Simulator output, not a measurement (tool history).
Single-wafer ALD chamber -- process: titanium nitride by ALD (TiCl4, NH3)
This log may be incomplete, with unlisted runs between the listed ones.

run,hour,heater temperature setpoint (°C),number of ALD cycles (cycles),NH3 pulse time (s),mean film thickness on the monitor wafer (nm)
1,0.0,380,65,1.54,1.2750
2,3.4,374,65,1.54,1.2715
3,5.1,374,65,1.70,1.2776
4,11.5,374,65,1.40,1.2564
5,20.1,374,65,1.40,1.2486
6,25.7,372,65,1.23,1.2304
7,26.9,360,65,0.74,1.0682
8,28.8,363,65,0.74,1.0819
9,33.7,365,65,0.74,1.0962
10,39.3,367,65,0.74,1.1105
11,46.1,367,65,0.74,1.1013

For run 12, what comes out?
12,50.0,369,65,0.74,?

mean film thickness on the monitor wafer (nm): 1.1156
